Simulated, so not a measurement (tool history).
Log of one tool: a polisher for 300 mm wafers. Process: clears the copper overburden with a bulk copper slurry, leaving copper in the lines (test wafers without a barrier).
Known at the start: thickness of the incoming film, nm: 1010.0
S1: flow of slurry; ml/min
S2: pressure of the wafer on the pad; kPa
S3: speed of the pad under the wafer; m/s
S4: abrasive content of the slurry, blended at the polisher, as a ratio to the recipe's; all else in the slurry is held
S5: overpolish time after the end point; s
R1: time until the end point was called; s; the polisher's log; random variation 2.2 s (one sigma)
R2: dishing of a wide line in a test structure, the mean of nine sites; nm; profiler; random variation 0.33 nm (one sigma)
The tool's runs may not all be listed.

run	hour	S1	S2	S3	S4	S5	R1	R2
1	0.0	265	11.7	1.40	1.00	20	123.57	33.949
2	3.8	265	10.3	1.34	1.00	21	145.92	32.778
3	12.8	265	10.3	1.58	1.00	21	122.24	33.563
4	20.4	265	10.3	1.90	1.00	21	103.54	33.572
5	22.8	265	10.3	1.90	1.00	30	104.45	35.017
6	24.5	260	9.7	1.74	1.00	28	120.08	34.290
7	25.0	260	9.0	1.60	1.00	26	139.45	32.867
8	28.0	260	8.3	1.50	1.00	26	161.04	32.197
9	35.8	245	5.5	1.12	0.95	23	324.96	24.700
10	36.3	260	5.5	1.12	0.95	25	318.31	25.682
11	38.6	275	5.5	1.12	0.95	26	319.06	25.945
12	39.8	275	5.5	1.12	0.95	26	313.05	25.684
13	40.3	290	7.6	1.10	0.95	36	237.23	31.851
14	41.8	285	7.6	1.10	0.95	35	239.10	31.794
15	45.5	270	5.5	1.10	0.95	25	320.99	25.568
16	46.7	275	5.5	1.10	0.95	26	325.54	25.435

The next listed run, before its measurement:
17	47.2	275	5.5	1.10	0.95	27	?	?

R1: 321.89 s
R2: 25.845 nm
